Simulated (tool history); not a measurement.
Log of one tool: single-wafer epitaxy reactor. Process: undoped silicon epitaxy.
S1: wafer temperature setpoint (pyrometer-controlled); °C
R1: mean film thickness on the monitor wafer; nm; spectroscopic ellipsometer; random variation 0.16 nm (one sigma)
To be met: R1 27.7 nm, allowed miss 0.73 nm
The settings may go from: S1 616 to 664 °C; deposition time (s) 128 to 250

{"run": 1, "hour": 0.0, "S1": 640, "deposition time (s)": 189, "R1": 24.499}
{"run": 2, "hour": 7.2, "S1": 642, "deposition time (s)": 189, "R1": 25.627}
{"run": 3, "hour": 14.2, "S1": 634, "deposition time (s)": 189, "R1": 21.405}
{"run": 4, "hour": 19.0, "S1": 644, "deposition time (s)": 189, "R1": 26.892}
{"run": 5, "hour": 23.0, "S1": 640, "deposition time (s)": 189, "R1": 24.535}
{"run": 6, "hour": 29.1, "S1": 642, "deposition time (s)": 189, "R1": 25.612}
{"run": 7, "hour": 36.9, "S1": 643, "deposition time (s)": 189, "R1": 26.235}
{"run": 8, "hour": 43.2, "S1": 644, "deposition time (s)": 189, "R1": 26.934}

4 next moves are on the table. One of them brings every result within its allowed miss. Which?
{"run": "A", "hour": 49.5, "S1": 647, "deposition time (s)": 181, "R1": "?"}
{"run": "B", "hour": 49.5, "S1": 638, "deposition time (s)": 209, "R1": "?"}
{"run": "C", "hour": 49.5, "S1": 642, "deposition time (s)": 197, "R1": "?"}
{"run": "D", "hour": 49.5, "S1": 639, "deposition time (s)": 207, "R1": "?"}

move=A R1=27.66
move=B R1=25.951
move=C R1=26.84
move=D R1=26.308
A: meets every target
B: further off than the last run
C: further off than the last run
D: further off than the last run
Move A is the one to make.

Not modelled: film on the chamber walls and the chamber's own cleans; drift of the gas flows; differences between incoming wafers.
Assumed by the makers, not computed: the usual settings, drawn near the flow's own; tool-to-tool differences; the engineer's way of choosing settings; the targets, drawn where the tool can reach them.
